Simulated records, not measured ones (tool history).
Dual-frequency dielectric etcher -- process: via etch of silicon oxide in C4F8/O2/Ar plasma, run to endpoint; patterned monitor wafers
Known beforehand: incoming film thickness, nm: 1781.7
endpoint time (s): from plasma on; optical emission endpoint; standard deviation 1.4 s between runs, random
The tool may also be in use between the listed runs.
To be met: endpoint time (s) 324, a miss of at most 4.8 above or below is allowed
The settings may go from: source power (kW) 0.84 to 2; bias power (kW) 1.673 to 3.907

{"run": 1, "hour": 0.0, "source power (kW)": 1.42, "bias power (kW)": 2.79, "endpoint time (s)": 374.66}
{"run": 2, "hour": 6.7, "source power (kW)": 1.54, "bias power (kW)": 2.79, "endpoint time (s)": 363.75}
{"run": 3, "hour": 8.6, "source power (kW)": 1.59, "bias power (kW)": 2.803, "endpoint time (s)": 359.38}
{"run": 4, "hour": 16.6, "source power (kW)": 1.59, "bias power (kW)": 3.032, "endpoint time (s)": 351.29}
{"run": 5, "hour": 20.5, "source power (kW)": 1.59, "bias power (kW)": 2.612, "endpoint time (s)": 364.27}
{"run": 6, "hour": 24.3, "source power (kW)": 1.64, "bias power (kW)": 2.636, "endpoint time (s)": 359.12}
{"run": 7, "hour": 29.7, "source power (kW)": 1.68, "bias power (kW)": 2.657, "endpoint time (s)": 352.91}
{"run": 8, "hour": 34.0, "source power (kW)": 1.97, "bias power (kW)": 2.729, "endpoint time (s)": 331.3}
{"run": 9, "hour": 42.2, "source power (kW)": 1.97, "bias power (kW)": 2.75, "endpoint time (s)": 332.52}

Which single option among these 5 for the next run brings every result within its allowed miss of target? Just one does.
{"run": "A", "hour": 50.4, "source power (kW)": 2, "bias power (kW)": 2.935, "endpoint time (s)": "?"}
{"run": "B", "hour": 50.4, "source power (kW)": 2, "bias power (kW)": 3.326, "endpoint time (s)": "?"}
{"run": "C", "hour": 50.4, "source power (kW)": 1.71, "bias power (kW)": 2.901, "endpoint time (s)": "?"}
{"run": "D", "hour": 50.4, "source power (kW)": 2, "bias power (kW)": 3.415, "endpoint time (s)": "?"}
{"run": "E", "hour": 50.4, "source power (kW)": 1.97, "bias power (kW)": 2.53, "endpoint time (s)": "?"}

move=A endpoint_time_(s)=325.4
move=B endpoint_time_(s)=315.31
move=C endpoint_time_(s)=345.83
move=D endpoint_time_(s)=313.16
move=E endpoint_time_(s)=339.1
A: all results in spec
B: pushes the last run's worst result past its target
C: moves away from the targets compared with the last run
D: pushes the last run's worst result past its target
E: moves away from the targets compared with the last run
So the answer is move A, the one that meets all the targets.
